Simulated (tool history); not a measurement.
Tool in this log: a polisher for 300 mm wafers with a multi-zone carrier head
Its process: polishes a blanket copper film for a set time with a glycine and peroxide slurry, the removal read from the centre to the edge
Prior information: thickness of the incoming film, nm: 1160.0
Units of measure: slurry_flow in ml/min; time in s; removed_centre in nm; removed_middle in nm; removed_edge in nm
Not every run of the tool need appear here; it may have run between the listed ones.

Run 1, hour 0: slurry_flow 135 ml/min, centre_zone 1, middle_zone 1, edge_zone 1, time 73 s. Result: removed_centre 323.32 nm, removed_middle 323.42 nm, removed_edge 338.14 nm.
Run 2, hour 4.8: slurry_flow 135 ml/min, centre_zone 0.93, middle_zone 1, edge_zone 1, time 73 s. Result: removed_centre 301.44 nm, removed_middle 322.57 nm, removed_edge 338.89 nm.
Run 3, hour 13.1: slurry_flow 135 ml/min, centre_zone 0.93, middle_zone 1, edge_zone 1, time 84 s. Result: removed_centre 347.2 nm, removed_middle 379.43 nm, removed_edge 390.15 nm.
Run 4, hour 20.5: slurry_flow 150 ml/min, centre_zone 0.93, middle_zone 1, edge_zone 1, time 84 s. Result: removed_centre 356.94 nm, removed_middle 382.35 nm, removed_edge 399.84 nm.
Run 5, hour 27.7: slurry_flow 180 ml/min, centre_zone 0.93, middle_zone 1, edge_zone 1, time 84 s. Result: removed_centre 379.14 nm, removed_middle 395.38 nm, removed_edge 410.15 nm.
Run 6, hour 35.8: slurry_flow 180 ml/min, centre_zone 0.93, middle_zone 1, edge_zone 1, time 103 s. Result: removed_centre 459.45 nm, removed_middle 492.49 nm, removed_edge 506.92 nm.
Run 7, hour 39.8: slurry_flow 185 ml/min, centre_zone 0.94, middle_zone 1, edge_zone 1.02, time 103 s. Result: removed_centre 476.26 nm, removed_middle 495.56 nm, removed_edge 512.88 nm.
Run 8, hour 40.8: slurry_flow 190 ml/min, centre_zone 0.94, middle_zone 1, edge_zone 1.04, time 103 s. Result: removed_centre 470.36 nm, removed_middle 498.36 nm, removed_edge 524.71 nm.
At hour 41.9: slurry nozzle cleaned.
Run 9, hour 41.9: slurry_flow 195 ml/min, centre_zone 0.95, middle_zone 1, edge_zone 1.04, time 103 s. Result: removed_centre 530.02 nm, removed_middle 548.1 nm, removed_edge 552.54 nm.

Run 10, settings as shown, results not yet in. Your forecast:
Run 10, hour 49.9: slurry_flow 190 ml/min, centre_zone 0.95, middle_zone 0.99, edge_zone 1.04, time 103 s. Result: removed_centre ?, removed_middle ?, removed_edge ?.

removed_centre: 528.56 nm
removed_middle: 545.93 nm
removed_edge: 551.27 nm

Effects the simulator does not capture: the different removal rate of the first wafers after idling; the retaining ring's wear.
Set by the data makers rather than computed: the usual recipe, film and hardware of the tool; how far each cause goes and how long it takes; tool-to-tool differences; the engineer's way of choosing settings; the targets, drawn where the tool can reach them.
